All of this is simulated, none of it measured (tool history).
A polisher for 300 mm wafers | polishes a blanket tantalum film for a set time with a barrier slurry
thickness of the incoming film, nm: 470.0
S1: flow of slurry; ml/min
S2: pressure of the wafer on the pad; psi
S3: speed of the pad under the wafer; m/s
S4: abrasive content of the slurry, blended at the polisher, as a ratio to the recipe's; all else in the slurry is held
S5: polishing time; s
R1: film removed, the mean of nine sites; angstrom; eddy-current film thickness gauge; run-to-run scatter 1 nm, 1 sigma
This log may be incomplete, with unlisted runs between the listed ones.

run 1 hour=0 | S1=260 S2=1.7 S3=1.22 S4=1 S5=122 | R1=1601.4
run 2 hour=1 | S1=315 S2=1.7 S3=1.22 S4=1 S5=122 | R1=1630.7
run 3 hour=7.2 | S1=315 S2=1.6 S3=1.22 S4=1 S5=122 | R1=1545.7
run 4 hour=8.5 | S1=280 S2=1.6 S3=1.22 S4=1 S5=122 | R1=1518.2
run 5 hour=13.6 | S1=280 S2=1.5 S3=1.22 S4=1 S5=122 | R1=1414.8
run 6 hour=19.3 | S1=270 S2=1.4 S3=1.22 S4=1 S5=122 | R1=1353.8
run 7 hour=27.5 | S1=270 S2=1.3 S3=1.22 S4=1 S5=122 | R1=1240.2
run 8 hour=34 | S1=265 S2=1.3 S3=1.22 S4=1 S5=122 | R1=1255
run 9 hour=42.1 | S1=260 S2=1.2 S3=1.22 S4=1 S5=122 | R1=1137
run 10 hour=50.4 | S1=270 S2=1.2 S3=1.22 S4=1 S5=122 | R1=1145.7

Predict the results of run 11:
run 11 hour=52.4 | S1=280 S2=1.3 S3=1.22 S4=1 S5=122 | R1=?

Run 11 produced R1 1274.7 angstrom.
